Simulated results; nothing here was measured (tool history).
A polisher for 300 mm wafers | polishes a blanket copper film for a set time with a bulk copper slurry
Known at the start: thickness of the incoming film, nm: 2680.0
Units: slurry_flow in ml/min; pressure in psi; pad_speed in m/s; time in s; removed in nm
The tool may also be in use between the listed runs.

{"run": 1, "hour": 0.0, "slurry_flow": 240, "pressure": 3.3, "pad_speed": 1.22, "slurry_solids": 1, "time": 45, "removed": 658.26}
{"run": 2, "hour": 1.6, "slurry_flow": 235, "pressure": 2.9, "pad_speed": 1.1, "slurry_solids": 1, "time": 45, "removed": 518.71}
{"run": 3, "hour": 7.1, "slurry_flow": 235, "pressure": 2.9, "pad_speed": 1.1, "slurry_solids": 1, "time": 47, "removed": 539.72}
{"run": 4, "hour": 12.4, "slurry_flow": 200, "pressure": 2.9, "pad_speed": 1.1, "slurry_solids": 1, "time": 47, "removed": 536.42}
{"run": 5, "hour": 19.6, "slurry_flow": 200, "pressure": 2.9, "pad_speed": 1.1, "slurry_solids": 0.9, "time": 47, "removed": 520.5}
{"run": 6, "hour": 21.1, "slurry_flow": 200, "pressure": 3.4, "pad_speed": 1.1, "slurry_solids": 0.9, "time": 47, "removed": 608.57}
{"run": 7, "hour": 23.8, "slurry_flow": 200, "pressure": 3, "pad_speed": 1.02, "slurry_solids": 0.9, "time": 47, "removed": 509.87}
{"run": 8, "hour": 32.2, "slurry_flow": 200, "pressure": 2.7, "pad_speed": 0.94, "slurry_solids": 0.9, "time": 47, "removed": 417.92}
{"run": 9, "hour": 37.8, "slurry_flow": 200, "pressure": 2.4, "pad_speed": 0.9, "slurry_solids": 0.9, "time": 47, "removed": 370.6}

Forecast run 10:
{"run": 10, "hour": 42.5, "slurry_flow": 200, "pressure": 2.2, "pad_speed": 0.88, "slurry_solids": 0.9, "time": 47, "removed": "?"}

{"run 10": {"removed": 340.71}}

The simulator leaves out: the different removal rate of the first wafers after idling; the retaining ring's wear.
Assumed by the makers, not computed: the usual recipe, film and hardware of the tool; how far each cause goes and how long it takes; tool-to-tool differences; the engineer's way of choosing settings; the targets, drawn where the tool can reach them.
